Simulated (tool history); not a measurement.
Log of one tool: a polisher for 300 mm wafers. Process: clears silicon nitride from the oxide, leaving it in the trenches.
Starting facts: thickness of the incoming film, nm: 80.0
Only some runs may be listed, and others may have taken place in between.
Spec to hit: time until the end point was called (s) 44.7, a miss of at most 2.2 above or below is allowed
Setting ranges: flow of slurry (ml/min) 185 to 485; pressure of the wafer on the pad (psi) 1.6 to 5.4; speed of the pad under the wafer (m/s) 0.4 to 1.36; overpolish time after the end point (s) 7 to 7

run    day  flow of slurry (ml/min)  pressure of the wafer on the pad (psi)  speed of the pad under the wafer (m/s)  overpolish time after the end point (s)  time until the end point was called (s)
  1      0                      310                                     3.5                                    0.88                                        7                                   65.684
  2  0.262                      310                                     3.8                                    0.88                                        7                                   62.324
  3  0.596                      310                                     4.2                                     0.9                                        7                                   56.539
  4    0.7                      310                                     4.5                                    0.92                                        7                                   51.955
  5  0.829                      310                                     4.5                                    0.92                                        7                                   51.768
  6  1.008                      310                                     4.5                                    0.76                                        7                                   61.958
  7  1.058                      310                                     4.7                                     0.8                                        7                                   59.225
  8  1.362                      310                                     4.9                                    0.84                                        7                                   54.383
  9  1.412                      310                                       5                                    0.86                                        7                                   51.206
 10  1.538                      310                                     5.4                                    0.88                                        7                                   48.085

Which single option among these 4 for the next run brings every result within its allowed miss of target? Just one does.
  A  1.662                      340                                     5.4                                    0.92                                        7                                        ?
  B  1.662                      240                                     5.4                                    1.12                                        7                                        ?
  C  1.662                      255                                     5.3                                    0.88                                        7                                        ?
  D  1.662                      340                                     5.3                                    0.86                                        7                                        ?

move  time until the end point was called (s)
   A                                   45.833
   B                                   38.885
   C                                   49.613
   D                                   49.628
A: each result inside its tolerance
B: pushes the last run's worst result past its target
C: further off than the last run
D: further off than the last run
The move that meets every target is A.
